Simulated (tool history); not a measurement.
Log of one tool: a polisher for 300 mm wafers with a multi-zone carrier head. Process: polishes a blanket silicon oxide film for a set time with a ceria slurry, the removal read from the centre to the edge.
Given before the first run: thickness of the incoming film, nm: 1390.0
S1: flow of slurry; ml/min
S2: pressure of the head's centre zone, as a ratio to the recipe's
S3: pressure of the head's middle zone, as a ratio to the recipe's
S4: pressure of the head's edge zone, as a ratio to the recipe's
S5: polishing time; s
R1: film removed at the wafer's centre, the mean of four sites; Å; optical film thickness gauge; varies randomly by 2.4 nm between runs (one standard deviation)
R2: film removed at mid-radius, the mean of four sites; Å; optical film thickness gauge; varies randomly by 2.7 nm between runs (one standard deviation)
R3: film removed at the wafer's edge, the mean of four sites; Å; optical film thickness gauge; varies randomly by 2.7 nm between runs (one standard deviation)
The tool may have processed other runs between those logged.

run,day,S1,S2,S3,S4,S5,R1,R2,R3
1,0,195,1,1,1,46,2691.7,2584.8,2628.9
2,0.188,205,1.02,1,1.05,49,2967.6,2760.6,2892.8
3,0.354,215,1.03,1.01,1.09,51,3118.6,2939.1,3083.9
4,0.658,225,1.04,1.01,1.12,53,3325.1,3047.6,3310.6
5,0.954,225,0.97,1.01,1.12,53,3094.9,3079.2,3272.9
6,1.258,225,0.97,1.01,1.12,46,2684.6,2650.6,2861.8
7,1.358,235,1,1.01,1.14,49,2950.6,2877.7,3110.5
8,1.462,250,1.03,1.01,1.15,50,3139.6,2916.7,3136.4
9,1.75,230,1.05,1.02,1.16,52,3307.8,3054.5,3310.8
10,1.9,225,1.06,1.02,1.17,54,3420.7,3164.6,3443.5

Predict the results of run 11:
11,2.004,235,1.06,1.02,1.18,55,?,?,?

R1: 3556.9 Å
R2: 3197.6 Å
R3: 3519.4 Å
